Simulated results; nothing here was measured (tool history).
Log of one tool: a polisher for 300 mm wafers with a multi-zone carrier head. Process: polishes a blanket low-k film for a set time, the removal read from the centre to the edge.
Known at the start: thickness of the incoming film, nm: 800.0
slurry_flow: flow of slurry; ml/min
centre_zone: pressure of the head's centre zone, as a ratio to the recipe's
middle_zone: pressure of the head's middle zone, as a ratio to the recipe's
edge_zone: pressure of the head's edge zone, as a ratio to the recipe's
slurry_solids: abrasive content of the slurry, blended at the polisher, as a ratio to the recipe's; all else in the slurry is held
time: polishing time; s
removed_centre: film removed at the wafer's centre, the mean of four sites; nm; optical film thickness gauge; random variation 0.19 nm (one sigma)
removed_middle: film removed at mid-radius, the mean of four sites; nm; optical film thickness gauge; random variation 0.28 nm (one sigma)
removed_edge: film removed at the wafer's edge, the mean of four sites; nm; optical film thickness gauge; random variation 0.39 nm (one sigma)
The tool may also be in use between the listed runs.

Run 1, day 0.000: slurry_flow 140 ml/min, centre_zone 1.00, middle_zone 1.00, edge_zone 1.00, slurry_solids 1.00, time 50 s. Result: removed_centre 21.822 nm, removed_middle 22.293 nm, removed_edge 21.713 nm.
Run 2, day 0.042: slurry_flow 110 ml/min, centre_zone 1.00, middle_zone 1.00, edge_zone 1.00, slurry_solids 1.00, time 50 s. Result: removed_centre 20.743 nm, removed_middle 20.830 nm, removed_edge 20.926 nm.
Run 3, day 0.325: slurry_flow 110 ml/min, centre_zone 0.93, middle_zone 1.00, edge_zone 1.00, slurry_solids 1.00, time 50 s. Result: removed_centre 19.296 nm, removed_middle 20.744 nm, removed_edge 20.871 nm.
Run 4, day 0.442: slurry_flow 130 ml/min, centre_zone 0.96, middle_zone 1.00, edge_zone 1.05, slurry_solids 1.10, time 50 s. Result: removed_centre 21.807 nm, removed_middle 22.634 nm, removed_edge 22.927 nm.
Run 5, day 0.742: slurry_flow 130 ml/min, centre_zone 0.96, middle_zone 1.00, edge_zone 1.09, slurry_solids 1.10, time 50 s. Result: removed_centre 21.661 nm, removed_middle 22.791 nm, removed_edge 23.084 nm.
Run 6, day 0.762: slurry_flow 145 ml/min, centre_zone 0.97, middle_zone 0.99, edge_zone 1.11, slurry_solids 1.15, time 50 s. Result: removed_centre 22.741 nm, removed_middle 23.403 nm, removed_edge 24.219 nm.
Run 7, day 1.108: slurry_flow 155 ml/min, centre_zone 0.98, middle_zone 1.00, edge_zone 1.13, slurry_solids 1.20, time 50 s. Result: removed_centre 23.826 nm, removed_middle 24.377 nm, removed_edge 25.527 nm.
Run 8, day 1.212: slurry_flow 165 ml/min, centre_zone 1.00, middle_zone 1.01, edge_zone 1.14, slurry_solids 1.20, time 50 s. Result: removed_centre 24.535 nm, removed_middle 24.511 nm, removed_edge 26.187 nm.
Run 9, day 1.275: slurry_flow 175 ml/min, centre_zone 1.02, middle_zone 1.04, edge_zone 1.13, slurry_solids 1.20, time 50 s. Result: removed_centre 25.470 nm, removed_middle 25.910 nm, removed_edge 25.384 nm.
Run 10, day 1.433: slurry_flow 180 ml/min, centre_zone 1.02, middle_zone 1.04, edge_zone 1.14, slurry_solids 1.25, time 50 s. Result: removed_centre 25.762 nm, removed_middle 25.620 nm, removed_edge 26.225 nm.
Run 11, day 1.525: slurry_flow 185 ml/min, centre_zone 1.02, middle_zone 1.05, edge_zone 1.15, slurry_solids 1.30, time 50 s. Result: removed_centre 26.399 nm, removed_middle 26.963 nm, removed_edge 26.928 nm.
Run 12, day 1.671: slurry_flow 190 ml/min, centre_zone 1.02, middle_zone 1.05, edge_zone 1.16, slurry_solids 1.30, time 50 s. Result: removed_centre 26.471 nm, removed_middle 27.011 nm, removed_edge 27.541 nm.
Run 13, day 1.704: slurry_flow 195 ml/min, centre_zone 1.03, middle_zone 1.05, edge_zone 1.17, slurry_solids 1.30, time 50 s. Result: removed_centre 26.992 nm, removed_middle 27.189 nm, removed_edge 27.670 nm.

The next listed run, before its measurement:
Run 14, day 2.083: slurry_flow 200 ml/min, centre_zone 1.03, middle_zone 1.05, edge_zone 1.18, slurry_solids 1.30, time 50 s. Result: removed_centre ?, removed_middle ?, removed_edge ?.

removed_centre: 27.403 nm
removed_middle: 26.954 nm
removed_edge: 28.105 nm
